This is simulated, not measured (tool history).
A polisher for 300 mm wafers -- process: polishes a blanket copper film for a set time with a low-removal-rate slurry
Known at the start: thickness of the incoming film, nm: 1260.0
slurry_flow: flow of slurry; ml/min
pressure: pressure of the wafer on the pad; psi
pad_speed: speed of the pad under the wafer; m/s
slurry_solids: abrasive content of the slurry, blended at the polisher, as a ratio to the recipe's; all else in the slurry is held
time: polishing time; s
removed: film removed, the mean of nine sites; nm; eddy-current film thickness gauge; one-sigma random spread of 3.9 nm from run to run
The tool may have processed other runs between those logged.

run  hour  slurry_flow  pressure  pad_speed  slurry_solids  time  removed
  1     0          180       2.1        1.4              1    55   190.45
  2   4.6          180       2.1       1.14              1    55   156.17
  3   6.9          180       2.1       1.14            1.2    55   164.43
  4    14          180       2.1       1.14            1.1    55   159.71
  5  17.2          180       2.1       1.14            1.1    55   159.45
  6  23.1          210       2.1       1.14            1.1    55   163.53

Run 7 is up next; what results do you expect?
  7  30.9          210       2.4       1.18            1.1    55        ?

Run 7 came out at removed 189.28 nm.
